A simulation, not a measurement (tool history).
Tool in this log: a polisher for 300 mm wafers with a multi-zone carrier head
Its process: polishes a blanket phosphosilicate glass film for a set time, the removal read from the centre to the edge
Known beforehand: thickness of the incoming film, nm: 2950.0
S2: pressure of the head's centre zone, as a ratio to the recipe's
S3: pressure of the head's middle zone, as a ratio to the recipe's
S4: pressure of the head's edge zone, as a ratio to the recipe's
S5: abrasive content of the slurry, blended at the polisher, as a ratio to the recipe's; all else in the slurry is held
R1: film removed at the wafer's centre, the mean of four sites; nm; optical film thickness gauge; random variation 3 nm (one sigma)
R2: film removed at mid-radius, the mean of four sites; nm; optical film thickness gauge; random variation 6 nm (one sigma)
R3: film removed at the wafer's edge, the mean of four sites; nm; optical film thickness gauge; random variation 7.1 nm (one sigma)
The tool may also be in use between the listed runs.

{"run": 1, "hour": 0.0, "flow of slurry (ml/min)": 225, "S2": 1, "S3": 1, "S4": 1, "S5": 1, "polishing time (s)": 80, "R1": 512.41, "R2": 513.77, "R3": 534.29}
{"run": 2, "hour": 4.0, "flow of slurry (ml/min)": 225, "S2": 1, "S3": 1, "S4": 1.07, "S5": 1, "polishing time (s)": 80, "R1": 512.33, "R2": 522.88, "R3": 552.03}
{"run": 3, "hour": 10.6, "flow of slurry (ml/min)": 225, "S2": 0.91, "S3": 1, "S4": 1.07, "S5": 1, "polishing time (s)": 80, "R1": 471.25, "R2": 514.13, "R3": 548.88}
{"run": 4, "hour": 15.2, "flow of slurry (ml/min)": 185, "S2": 0.91, "S3": 1, "S4": 1.07, "S5": 1, "polishing time (s)": 80, "R1": 454.22, "R2": 513.23, "R3": 525.49}
{"run": 5, "hour": 16.7, "flow of slurry (ml/min)": 180, "S2": 0.92, "S3": 1.02, "S4": 1.05, "S5": 1, "polishing time (s)": 80, "R1": 461.8, "R2": 503.51, "R3": 531.89}
{"run": 6, "hour": 24.1, "flow of slurry (ml/min)": 180, "S2": 0.92, "S3": 1.02, "S4": 1.05, "S5": 1, "polishing time (s)": 68, "R1": 396.01, "R2": 443.18, "R3": 456.83}

What will run 7 give?
{"run": 7, "hour": 25.9, "flow of slurry (ml/min)": 195, "S2": 0.93, "S3": 1.07, "S4": 1.03, "S5": 1.05, "polishing time (s)": 68, "R1": "?", "R2": "?", "R3": "?"}

Run 7 came out at R1 415.95 nm, R2 485.92 nm, R3 463.58 nm.
